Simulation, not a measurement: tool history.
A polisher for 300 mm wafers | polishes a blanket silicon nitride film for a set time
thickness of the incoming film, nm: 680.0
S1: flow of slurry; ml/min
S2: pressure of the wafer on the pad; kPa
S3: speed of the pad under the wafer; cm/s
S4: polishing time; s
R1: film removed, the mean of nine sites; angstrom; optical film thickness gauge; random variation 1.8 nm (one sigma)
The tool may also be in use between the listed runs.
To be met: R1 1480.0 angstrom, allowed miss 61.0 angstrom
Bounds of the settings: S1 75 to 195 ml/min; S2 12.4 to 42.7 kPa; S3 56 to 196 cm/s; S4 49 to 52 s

run 1 hour=0.0 | S1=125 S2=27.6 S3=126 S4=49 | R1=1279.9
run 2 hour=8.0 | S1=125 S2=24.1 S3=126 S4=49 | R1=1194.7
run 3 hour=9.3 | S1=150 S2=24.1 S3=126 S4=49 | R1=1222.1
run 4 hour=13.9 | S1=155 S2=26.2 S3=126 S4=49 | R1=1310.1
run 5 hour=20.9 | S1=180 S2=26.2 S3=126 S4=49 | R1=1335.7
run 6 hour=25.9 | S1=180 S2=26.2 S3=126 S4=49 | R1=1329.7
run 7 hour=30.4 | S1=180 S2=27.6 S3=126 S4=49 | R1=1363.7
run 8 hour=32.8 | S1=180 S2=27.6 S3=126 S4=49 | R1=1380.0
run 9 hour=39.4 | S1=180 S2=28.3 S3=126 S4=49 | R1=1399.9

Which of these 5 next moves meets every target?
run A hour=46.0 | S1=165 S2=29.0 S3=122 S4=49 | R1=?
run B hour=46.0 | S1=160 S2=35.9 S3=88 S4=49 | R1=?
run C hour=46.0 | S1=195 S2=21.4 S3=132 S4=52 | R1=?
run D hour=46.0 | S1=170 S2=38.6 S3=88 S4=52 | R1=?
run E hour=46.0 | S1=185 S2=17.9 S3=156 S4=52 | R1=?

move=A R1=1375.7
move=B R1=1293.0
move=C R1=1287.6
move=D R1=1462.3
move=E R1=1288.5
A: further off than the last run
B: further off than the last run
C: further off than the last run
D: meets every target
E: further off than the last run
Answer: D
